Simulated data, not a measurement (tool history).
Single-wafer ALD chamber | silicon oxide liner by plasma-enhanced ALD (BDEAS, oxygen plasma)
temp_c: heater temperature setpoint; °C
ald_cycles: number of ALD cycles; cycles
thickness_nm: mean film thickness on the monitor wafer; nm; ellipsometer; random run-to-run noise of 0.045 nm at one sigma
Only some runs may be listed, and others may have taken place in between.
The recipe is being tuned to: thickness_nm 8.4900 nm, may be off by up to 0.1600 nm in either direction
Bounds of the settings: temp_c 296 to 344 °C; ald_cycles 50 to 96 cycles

Run 1, hour 0.0: temp_c 320 °C, ald_cycles 73 cycles. Result: thickness_nm 6.6409 nm.
Run 2, hour 4.5: temp_c 312 °C, ald_cycles 73 cycles. Result: thickness_nm 6.7165 nm.
Run 3, hour 11.8: temp_c 312 °C, ald_cycles 64 cycles. Result: thickness_nm 5.8740 nm.
Run 4, hour 16.6: temp_c 319 °C, ald_cycles 64 cycles. Result: thickness_nm 5.8048 nm.
Run 5, hour 19.9: temp_c 318 °C, ald_cycles 68 cycles. Result: thickness_nm 6.1458 nm.
Run 6, hour 28.7: temp_c 312 °C, ald_cycles 68 cycles. Result: thickness_nm 6.2090 nm.
Run 7, hour 33.4: temp_c 312 °C, ald_cycles 71 cycles. Result: thickness_nm 6.4575 nm.
Run 8, hour 34.6: temp_c 309 °C, ald_cycles 83 cycles. Result: thickness_nm 7.6290 nm.
Run 9, hour 35.7: temp_c 309 °C, ald_cycles 84 cycles. Result: thickness_nm 7.7069 nm.
Run 10, hour 43.6: temp_c 309 °C, ald_cycles 85 cycles. Result: thickness_nm 7.8449 nm.
Run 11, hour 44.3: temp_c 309 °C, ald_cycles 86 cycles. Result: thickness_nm 7.8746 nm.
Run 12, hour 50.4: temp_c 309 °C, ald_cycles 87 cycles. Result: thickness_nm 7.9853 nm.
Run 13, hour 58.5: temp_c 309 °C, ald_cycles 88 cycles. Result: thickness_nm 8.1503 nm.
Run 14, hour 65.6: temp_c 309 °C, ald_cycles 90 cycles. Result: thickness_nm 8.2187 nm.

Exactly one of the 5 candidate moves below puts every result within its allowed miss. Which one?
Run A, hour 72.7: temp_c 307 °C, ald_cycles 92 cycles. Result: thickness_nm ?.
Run B, hour 72.7: temp_c 313 °C, ald_cycles 88 cycles. Result: thickness_nm ?.
Run C, hour 72.7: temp_c 297 °C, ald_cycles 85 cycles. Result: thickness_nm ?.
Run D, hour 72.7: temp_c 303 °C, ald_cycles 87 cycles. Result: thickness_nm ?.
Run E, hour 72.7: temp_c 311 °C, ald_cycles 88 cycles. Result: thickness_nm ?.

move  thickness_nm
   A        8.4847
   B        8.0377
   C        8.0759
   D        8.0751
   E        8.0637
A: each result inside its tolerance
B: its largest miss is bigger than the last run's
C: its largest miss is bigger than the last run's
D: its largest miss is bigger than the last run's
E: its largest miss is bigger than the last run's
Answer: A
